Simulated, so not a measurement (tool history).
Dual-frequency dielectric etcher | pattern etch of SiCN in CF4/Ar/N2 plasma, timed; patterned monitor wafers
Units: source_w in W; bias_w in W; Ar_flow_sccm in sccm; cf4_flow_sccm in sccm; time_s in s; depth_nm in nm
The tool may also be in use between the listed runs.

run,hour,source_w,bias_w,Ar_flow_sccm,cf4_flow_sccm,time_s,depth_nm
1,0.0,590,95,112,76,118,125.97
2,1.7,590,95,112,89,118,129.38
3,8.0,570,95,112,89,118,123.56
4,13.2,570,95,112,89,123,130.37
5,14.7,550,95,112,89,123,125.49
6,19.6,540,95,112,89,123,123.22
7,25.7,530,95,112,89,123,119.35

Predict the results of run 8:
8,28.9,520,95,112,89,123,?

depth_nm: 117.97 nm
